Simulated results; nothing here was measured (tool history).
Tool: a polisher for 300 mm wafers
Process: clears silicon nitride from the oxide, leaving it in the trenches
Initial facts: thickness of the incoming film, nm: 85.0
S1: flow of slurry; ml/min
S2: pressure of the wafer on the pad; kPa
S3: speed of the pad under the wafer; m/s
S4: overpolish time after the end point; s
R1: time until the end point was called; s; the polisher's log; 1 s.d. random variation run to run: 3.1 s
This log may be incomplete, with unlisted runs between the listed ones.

Run 1, hour 0: S1 205 ml/min, S2 20.7 kPa, S3 0.88 m/s, S4 10 s. Result: R1 93.579 s.
Run 2, hour 2.1: S1 155 ml/min, S2 20.7 kPa, S3 0.88 m/s, S4 10 s. Result: R1 96.732 s.
Run 3, hour 8.6: S1 155 ml/min, S2 19.3 kPa, S3 0.86 m/s, S4 10 s. Result: R1 106.57 s.
Run 4, hour 16.9: S1 130 ml/min, S2 19.3 kPa, S3 0.86 m/s, S4 10 s. Result: R1 110.18 s.
Run 5, hour 22.9: S1 130 ml/min, S2 17.2 kPa, S3 0.86 m/s, S4 10 s. Result: R1 123.27 s.
Run 6, hour 24: S1 130 ml/min, S2 16.5 kPa, S3 0.86 m/s, S4 10 s. Result: R1 133.84 s.

What does the tool deliver on the next run?
Run 7, hour 24.8: S1 130 ml/min, S2 15.9 kPa, S3 0.86 m/s, S4 10 s. Result: R1 ?.

{"run 7": {"R1": 136.11}}
